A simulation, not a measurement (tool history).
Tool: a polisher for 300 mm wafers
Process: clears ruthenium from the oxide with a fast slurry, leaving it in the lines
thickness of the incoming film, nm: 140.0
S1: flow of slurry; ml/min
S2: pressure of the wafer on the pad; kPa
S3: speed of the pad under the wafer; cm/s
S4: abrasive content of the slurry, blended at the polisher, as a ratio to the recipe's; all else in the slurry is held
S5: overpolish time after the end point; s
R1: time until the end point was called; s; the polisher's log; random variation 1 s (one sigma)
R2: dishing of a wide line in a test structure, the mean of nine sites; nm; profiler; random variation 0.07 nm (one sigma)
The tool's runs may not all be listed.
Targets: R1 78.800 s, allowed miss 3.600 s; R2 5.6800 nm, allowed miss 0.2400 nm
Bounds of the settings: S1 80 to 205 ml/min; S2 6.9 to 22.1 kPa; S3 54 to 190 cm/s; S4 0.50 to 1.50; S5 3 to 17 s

run	day	S1	S2	S3	S4	S5	R1	R2
1	0.000	135	14.5	122	1.00	9	44.875	21.6650
2	0.121	140	13.8	116	1.00	8	48.224	17.7580
3	0.338	150	13.1	112	1.00	7	51.534	14.8030
4	0.667	155	12.4	108	1.00	7	56.435	13.5130
5	0.946	155	12.4	134	1.00	7	46.268	16.5040
6	1.162	155	12.4	114	1.00	7	55.271	13.9810
7	1.412	160	11.7	110	1.00	7	56.916	13.0890
8	1.617	165	11.0	108	1.00	7	61.617	12.1890
9	1.846	170	11.0	106	1.00	7	64.665	11.9120
10	2.000	135	9.7	88	0.90	3	94.369	3.5144
11	2.312	140	9.7	88	0.90	3	94.635	3.6732
12	2.525	145	9.7	88	0.90	3	93.286	3.5920
13	2.729	155	10.3	88	0.95	4	84.691	5.3823
14	2.758	170	11.0	92	0.90	3	76.929	4.3555
15	2.883	165	11.0	92	0.90	3	76.720	4.4908
16	3.050	160	11.0	92	0.90	3	77.790	4.3470
17	3.367	155	11.0	92	0.90	3	76.978	4.3250
18	3.650	150	11.0	92	0.90	6	78.731	8.4012
19	3.708	145	11.0	92	0.90	6	75.697	8.6117
20	3.862	140	10.3	94	1.00	5	77.116	7.0515
21	4.092	145	10.3	96	0.95	5	78.177	6.9791
22	4.133	145	10.3	96	0.95	5	78.808	7.1847
23	4.162	145	10.3	94	0.95	5	80.577	6.9941
24	4.262	150	10.3	94	0.95	5	79.373	6.8351
25	4.554	180	9.7	94	0.95	3	83.192	4.1217

4 next moves are on the table. One of them brings every result within its allowed miss. Which?
A	4.846	170	11.0	88	0.95	5	?	?
B	4.846	205	10.3	82	0.95	4	?	?
C	4.846	180	9.7	100	0.95	4	?	?
D	4.846	190	9.0	94	0.95	4	?	?

move	R1	R2
A	78.539	7.0403
B	87.280	5.0967
C	78.337	5.6692
D	88.615	5.0210
A: takes the result that was furthest off past its target
B: nearer than the last run, and not there yet
C: meets every target
D: nearer than the last run, and not there yet
The right move is C.

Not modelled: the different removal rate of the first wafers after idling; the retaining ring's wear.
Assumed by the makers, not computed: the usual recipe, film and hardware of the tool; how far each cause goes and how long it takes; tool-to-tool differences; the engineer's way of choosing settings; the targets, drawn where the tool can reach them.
